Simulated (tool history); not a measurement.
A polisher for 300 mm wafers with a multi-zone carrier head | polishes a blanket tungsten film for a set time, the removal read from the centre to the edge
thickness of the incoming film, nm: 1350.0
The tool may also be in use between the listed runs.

run	hour	flow of slurry (ml/min)	pressure of the head's centre zone	pressure of the head's middle zone	pressure of the head's edge zone	abrasive content of the slurry	polishing time (s)	film removed at the wafer's centre (Å)	film removed at mid-radius (Å)	film removed at the wafer's edge (Å)
1	0.0	240	1.00	1.00	1.00	1.0	48	1970.8	1951.7	2003.6
2	0.8	235	1.00	0.97	0.98	0.9	45	1742.5	1714.6	1821.0
3	1.4	235	1.00	0.90	0.98	0.9	45	1803.3	1640.1	1826.4
4	9.8	235	1.00	0.90	0.98	0.7	45	1664.4	1486.6	1684.5
5	16.0	235	1.00	0.90	0.98	0.5	45	1494.8	1400.6	1556.4
6	22.1	230	1.00	0.89	0.96	0.5	44	1476.3	1348.7	1503.3

The next listed run, before its measurement:
7	30.4	225	0.99	0.88	0.94	0.5	43	?	?	?

Run 7 gave film removed at the wafer's centre (Å) 1395.8, film removed at mid-radius (Å) 1292.6, film removed at the wafer's edge (Å) 1446.7.

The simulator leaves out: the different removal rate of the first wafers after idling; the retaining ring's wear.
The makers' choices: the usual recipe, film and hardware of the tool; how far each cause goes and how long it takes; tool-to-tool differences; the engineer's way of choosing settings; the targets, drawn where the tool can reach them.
